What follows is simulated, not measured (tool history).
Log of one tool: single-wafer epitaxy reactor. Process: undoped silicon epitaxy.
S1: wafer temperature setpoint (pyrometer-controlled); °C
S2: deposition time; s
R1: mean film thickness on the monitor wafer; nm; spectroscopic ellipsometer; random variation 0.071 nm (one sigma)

run  hour   S1   S2      R1
  1   0.0  625  434  39.900
  2   9.1  617  434  34.207
  3  16.1  614  424  31.144
  4  24.8  614  453  33.447
  5  31.3  614  409  30.011
  6  39.2  612  406  28.862

Run 7 comes next. What will it give?
  7  46.9  610  402   ?

Run 7 gave R1 27.340 nm.
